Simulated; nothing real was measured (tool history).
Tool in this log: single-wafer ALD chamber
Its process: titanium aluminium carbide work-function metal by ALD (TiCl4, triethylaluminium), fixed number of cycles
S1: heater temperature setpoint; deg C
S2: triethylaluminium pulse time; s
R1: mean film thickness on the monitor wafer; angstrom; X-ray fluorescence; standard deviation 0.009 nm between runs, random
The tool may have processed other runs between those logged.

Run 1, hour 0.0: S1 290 deg C, S2 8.66 s. Result: R1 18.313 angstrom.
Run 2, hour 8.1: S1 284 deg C, S2 7.40 s. Result: R1 17.164 angstrom.
Run 3, hour 13.4: S1 284 deg C, S2 5.10 s. Result: R1 16.046 angstrom.
Run 4, hour 19.3: S1 292 deg C, S2 5.10 s. Result: R1 16.850 angstrom.
Run 5, hour 23.9: S1 301 deg C, S2 5.10 s. Result: R1 17.167 angstrom.
Run 6, hour 30.8: S1 301 deg C, S2 7.19 s. Result: R1 18.648 angstrom.
Run 7, hour 39.7: S1 295 deg C, S2 6.41 s. Result: R1 17.889 angstrom.
Run 8, hour 42.6: S1 290 deg C, S2 5.84 s. Result: R1 16.928 angstrom.
Run 9, hour 49.3: S1 290 deg C, S2 5.84 s. Result: R1 16.923 angstrom.

What will run 10 give?
Run 10, hour 54.3: S1 287 deg C, S2 5.43 s. Result: R1 ?.

R1: 16.560 angstrom
